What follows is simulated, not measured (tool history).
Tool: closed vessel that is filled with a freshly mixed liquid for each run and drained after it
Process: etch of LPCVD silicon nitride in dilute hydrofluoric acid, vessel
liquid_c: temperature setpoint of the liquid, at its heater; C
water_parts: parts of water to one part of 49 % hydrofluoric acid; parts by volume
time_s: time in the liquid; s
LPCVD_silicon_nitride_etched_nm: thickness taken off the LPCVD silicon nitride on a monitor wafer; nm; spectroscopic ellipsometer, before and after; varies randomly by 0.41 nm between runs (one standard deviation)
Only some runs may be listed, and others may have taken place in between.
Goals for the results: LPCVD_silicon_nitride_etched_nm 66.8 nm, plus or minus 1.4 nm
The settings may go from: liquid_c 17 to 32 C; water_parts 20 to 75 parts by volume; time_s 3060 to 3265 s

run	hour	liquid_c	water_parts	time_s	LPCVD_silicon_nitride_etched_nm
1	0	24	45	3060	31.583
2	7.6	24	55	3060	25.711
3	17.1	25	50	3060	30.373
4	21	27.5	50	3060	35.359
5	26	27.5	35	3060	50.354
6	32.5	27.5	35	3265	53.563
7	42.1	28	35	3265	54.913
8	43.6	28.5	35	3265	57.616

Exactly one of the 4 candidate moves below puts every result within its allowed miss. Which one?
A	45.1	27	25	3215	?
B	45.1	28.5	30	3245	?
C	45.1	30	35	3250	?
D	45.1	28	30	3150	?

move	LPCVD_silicon_nitride_etched_nm
A	71.458
B	66.794
C	63.504
D	62.731
A: takes the biggest miss from the last run beyond its target
B: all results in spec
C: nearer than the last run, and not there yet
D: nearer than the last run, and not there yet
Move B is the one to make.
